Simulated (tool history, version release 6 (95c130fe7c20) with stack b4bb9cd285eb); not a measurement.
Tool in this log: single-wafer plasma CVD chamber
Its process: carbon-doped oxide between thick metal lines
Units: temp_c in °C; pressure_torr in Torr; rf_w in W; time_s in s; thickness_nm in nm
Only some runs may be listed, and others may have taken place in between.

{"run": 1, "day": 0.0, "temp_c": 365, "pressure_torr": 3.86, "rf_w": 625, "time_s": 104.7, "thickness_nm": 584.19}
{"run": 2, "day": 0.258, "temp_c": 365, "pressure_torr": 3.4, "rf_w": 625, "time_s": 104.7, "thickness_nm": 578.14}
{"run": 3, "day": 0.396, "temp_c": 365, "pressure_torr": 2.92, "rf_w": 625, "time_s": 104.7, "thickness_nm": 570.78}
{"run": 4, "day": 0.721, "temp_c": 365, "pressure_torr": 2.31, "rf_w": 625, "time_s": 104.7, "thickness_nm": 555.44}
{"run": 5, "day": 0.912, "temp_c": 365, "pressure_torr": 2.31, "rf_w": 655, "time_s": 104.7, "thickness_nm": 575.98}
{"run": 6, "day": 1.104, "temp_c": 364, "pressure_torr": 2.52, "rf_w": 675, "time_s": 104.8, "thickness_nm": 580.99}
{"run": 7, "day": 1.146, "temp_c": 364, "pressure_torr": 2.65, "rf_w": 705, "time_s": 105.2, "thickness_nm": 607.69}
{"run": 8, "day": 1.4, "temp_c": 364, "pressure_torr": 2.77, "rf_w": 720, "time_s": 105.3, "thickness_nm": 613.97}
{"run": 9, "day": 1.775, "temp_c": 364, "pressure_torr": 2.87, "rf_w": 730, "time_s": 105.4, "thickness_nm": 624.99}

Run 10 has not been measured yet. What should we expect?
{"run": 10, "day": 1.825, "temp_c": 364, "pressure_torr": 2.95, "rf_w": 735, "time_s": 105.4, "thickness_nm": "?"}

Run 10 produced thickness_nm 627.41 nm.

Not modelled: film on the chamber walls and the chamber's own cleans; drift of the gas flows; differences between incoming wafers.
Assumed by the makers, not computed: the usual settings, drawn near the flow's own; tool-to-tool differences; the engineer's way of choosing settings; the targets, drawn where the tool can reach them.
